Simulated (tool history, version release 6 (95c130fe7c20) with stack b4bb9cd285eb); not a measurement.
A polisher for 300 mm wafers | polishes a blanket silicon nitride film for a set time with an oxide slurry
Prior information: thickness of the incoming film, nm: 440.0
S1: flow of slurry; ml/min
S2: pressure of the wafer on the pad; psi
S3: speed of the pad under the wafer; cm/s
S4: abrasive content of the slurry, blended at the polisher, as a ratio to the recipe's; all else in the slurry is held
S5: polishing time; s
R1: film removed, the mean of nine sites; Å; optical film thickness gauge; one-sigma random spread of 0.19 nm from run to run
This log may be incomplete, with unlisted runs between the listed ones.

run	hour	S1	S2	S3	S4	S5	R1
1	0.0	200	2.4	108	1.0	62	237.36
2	6.3	180	2.4	108	1.0	62	231.61
3	14.2	180	2.4	108	1.0	62	234.00
4	16.5	225	2.4	108	1.0	62	242.19
5	24.5	220	2.4	108	1.0	62	238.16
6	30.3	220	2.4	130	1.0	62	262.13
7	35.9	220	2.3	130	1.0	62	253.86
8	41.0	220	2.2	130	1.0	62	248.34

What will run 9 give?
9	42.5	220	2.1	130	1.0	62	?

{"run 9": {"R1": 239.96}}
